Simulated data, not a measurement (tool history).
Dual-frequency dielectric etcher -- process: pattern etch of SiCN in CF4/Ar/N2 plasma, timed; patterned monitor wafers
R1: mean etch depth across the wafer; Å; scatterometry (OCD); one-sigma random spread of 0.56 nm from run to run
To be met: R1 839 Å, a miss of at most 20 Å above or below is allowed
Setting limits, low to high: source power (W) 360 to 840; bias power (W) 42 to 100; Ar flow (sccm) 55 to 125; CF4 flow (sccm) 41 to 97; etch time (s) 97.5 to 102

Run 1, hour 0: source power (W) 600, bias power (W) 71, Ar flow (sccm) 90, CF4 flow (sccm) 69, etch time (s) 97.5. Result: R1 1120.6 Å.
Run 2, hour 5.7: source power (W) 600, bias power (W) 71, Ar flow (sccm) 90, CF4 flow (sccm) 69, etch time (s) 97.5. Result: R1 1114.9 Å.
Run 3, hour 12.9: source power (W) 680, bias power (W) 71, Ar flow (sccm) 90, CF4 flow (sccm) 69, etch time (s) 97.5. Result: R1 1191.2 Å.
Run 4, hour 18.7: source power (W) 650, bias power (W) 69, Ar flow (sccm) 91, CF4 flow (sccm) 69, etch time (s) 97.5. Result: R1 1155.6 Å.
Run 5, hour 21.2: source power (W) 650, bias power (W) 69, Ar flow (sccm) 77, CF4 flow (sccm) 69, etch time (s) 97.5. Result: R1 1186.6 Å.
Run 6, hour 24.7: source power (W) 710, bias power (W) 69, Ar flow (sccm) 77, CF4 flow (sccm) 69, etch time (s) 97.5. Result: R1 1246.7 Å.
Run 7, hour 28.3: source power (W) 670, bias power (W) 67, Ar flow (sccm) 78, CF4 flow (sccm) 68, etch time (s) 97.5. Result: R1 1192 Å.
Run 8, hour 32: source power (W) 640, bias power (W) 65, Ar flow (sccm) 79, CF4 flow (sccm) 68, etch time (s) 97.5. Result: R1 1146 Å.
Run 9, hour 34.3: source power (W) 610, bias power (W) 63, Ar flow (sccm) 80, CF4 flow (sccm) 68, etch time (s) 97.5. Result: R1 1084.6 Å.
Run 10, hour 36: source power (W) 580, bias power (W) 63, Ar flow (sccm) 80, CF4 flow (sccm) 68, etch time (s) 97.5. Result: R1 1055.3 Å.
Run 11, hour 44.2: source power (W) 460, bias power (W) 59, Ar flow (sccm) 81, CF4 flow (sccm) 68, etch time (s) 97.5. Result: R1 904.18 Å.
At hour 47: source power generator calibrated.
Run 12, hour 47: source power (W) 450, bias power (W) 59, Ar flow (sccm) 81, CF4 flow (sccm) 68, etch time (s) 97.5. Result: R1 866.27 Å.

Exercise: of the 5 proposed moves below, exactly one satisfies all targets within the stated allowed misses. Which move is it?
Run A, hour 49.8: source power (W) 480, bias power (W) 69, Ar flow (sccm) 116, CF4 flow (sccm) 44, etch time (s) 102. Result: R1 ?.
Run B, hour 49.8: source power (W) 380, bias power (W) 64, Ar flow (sccm) 84, CF4 flow (sccm) 72, etch time (s) 99. Result: R1 ?.
Run C, hour 49.8: source power (W) 420, bias power (W) 62, Ar flow (sccm) 82, CF4 flow (sccm) 71, etch time (s) 101. Result: R1 ?.
Run D, hour 49.8: source power (W) 450, bias power (W) 63, Ar flow (sccm) 82, CF4 flow (sccm) 71, etch time (s) 97.5. Result: R1 ?.
Run E, hour 49.8: source power (W) 440, bias power (W) 58, Ar flow (sccm) 63, CF4 flow (sccm) 61, etch time (s) 99. Result: R1 ?.

move      R1
   A  869.43
   B  835.94
   C  889.62
   D  897.79
   E  901.22
A: its largest miss is bigger than the last run's
B: all results in spec
C: its largest miss is bigger than the last run's
D: its largest miss is bigger than the last run's
E: its largest miss is bigger than the last run's
Go with B: it meets all targets.

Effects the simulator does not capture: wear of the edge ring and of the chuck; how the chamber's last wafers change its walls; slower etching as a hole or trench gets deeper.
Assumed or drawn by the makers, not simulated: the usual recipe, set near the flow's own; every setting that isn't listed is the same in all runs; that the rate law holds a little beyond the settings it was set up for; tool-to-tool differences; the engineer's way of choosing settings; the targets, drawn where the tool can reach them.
